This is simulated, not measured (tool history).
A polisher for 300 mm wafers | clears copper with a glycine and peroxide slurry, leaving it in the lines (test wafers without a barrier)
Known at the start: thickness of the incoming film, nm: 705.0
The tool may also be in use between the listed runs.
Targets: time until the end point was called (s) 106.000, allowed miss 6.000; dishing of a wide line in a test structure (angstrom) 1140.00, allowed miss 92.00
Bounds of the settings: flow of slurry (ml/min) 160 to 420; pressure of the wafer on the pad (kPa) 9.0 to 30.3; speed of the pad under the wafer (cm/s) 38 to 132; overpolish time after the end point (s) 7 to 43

run,hour,flow of slurry (ml/min),pressure of the wafer on the pad (kPa),speed of the pad under the wafer (cm/s),overpolish time after the end point (s),time until the end point was called (s),dishing of a wide line in a test structure (angstrom)
1,0.0,270,19.3,84,22,145.140,682.25
2,2.9,270,20.7,84,23,135.040,701.61
3,3.8,270,20.7,92,23,127.710,736.70
4,6.9,270,20.7,92,31,130.700,910.13
5,7.7,270,20.7,92,22,130.170,715.79
6,14.0,270,21.4,94,24,121.870,817.04
7,16.7,270,22.1,94,25,119.680,846.38
8,20.5,270,22.8,94,26,115.470,842.76
9,24.8,270,22.8,96,28,119.380,895.45
10,28.0,270,23.4,96,29,117.310,916.17
11,35.6,270,24.1,98,30,114.300,986.85
# hour 40.7: slurry nozzle cleaned
12,40.7,270,24.8,98,31,106.370,1044.60
13,47.4,270,24.8,98,31,104.350,1038.10

5 next moves are on the table. One of them brings every result within its allowed miss. Which?
A,54.1,280,25.5,98,27,?,?
B,54.1,250,25.5,96,22,?,?
C,54.1,165,24.8,106,27,?,?
D,54.1,310,26.9,100,24,?,?
E,54.1,380,22.8,102,38,?,?

move,time until the end point was called (s),dishing of a wide line in a test structure (angstrom)
A,101.320,988.50
B,104.310,847.24
C,104.410,965.16
D,95.569,953.52
E,102.240,1183.70
A: further off than the last run
B: further off than the last run
C: further off than the last run
D: further off than the last run
E: meets every target
Answer: E
